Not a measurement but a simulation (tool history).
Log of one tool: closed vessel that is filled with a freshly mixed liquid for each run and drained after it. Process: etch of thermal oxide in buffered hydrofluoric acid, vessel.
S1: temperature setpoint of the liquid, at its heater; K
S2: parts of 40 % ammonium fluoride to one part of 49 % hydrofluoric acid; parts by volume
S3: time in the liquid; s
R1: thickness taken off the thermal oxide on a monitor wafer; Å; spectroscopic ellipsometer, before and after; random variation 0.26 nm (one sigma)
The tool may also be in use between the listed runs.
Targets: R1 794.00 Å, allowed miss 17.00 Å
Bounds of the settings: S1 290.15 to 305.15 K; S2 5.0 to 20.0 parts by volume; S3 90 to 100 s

| run | hour | S1 | S2 | S3 | R1 |
|---|---|---|---|---|---|
| 1 | 0.0 | 298.15 | 12.0 | 90 | 1012.20 |
| 2 | 1.1 | 298.15 | 14.5 | 90 | 836.98 |
| 3 | 5.0 | 297.65 | 14.5 | 90 | 819.27 |
| 4 | 12.0 | 297.65 | 14.5 | 100 | 910.89 |
| 5 | 16.4 | 296.15 | 14.5 | 100 | 836.18 |
|  | 20.1 | hydrofluoric acid flow meter replaced |
| 6 | 20.1 | 298.65 | 14.5 | 100 | 891.30 |
| 7 | 24.2 | 298.15 | 14.5 | 100 | 867.03 |
| 8 | 32.7 | 297.65 | 14.5 | 100 | 850.89 |

Which of these 5 next moves meets every target?
| A | 41.2 | 297.65 | 13.0 | 100 | ? |
| B | 41.2 | 297.15 | 14.0 | 100 | ? |
| C | 41.2 | 294.65 | 11.0 | 100 | ? |
| D | 41.2 | 300.65 | 16.5 | 90 | ? |
| E | 41.2 | 298.15 | 14.0 | 100 | ? |

| move | R1 |
|---|---|
| A | 939.15 |
| B | 849.87 |
| C | 937.77 |
| D | 786.37 |
| E | 897.40 |
A: further off than the last run
B: as far off as the last run
C: further off than the last run
D: meets every target
E: further off than the last run
The right move is D.
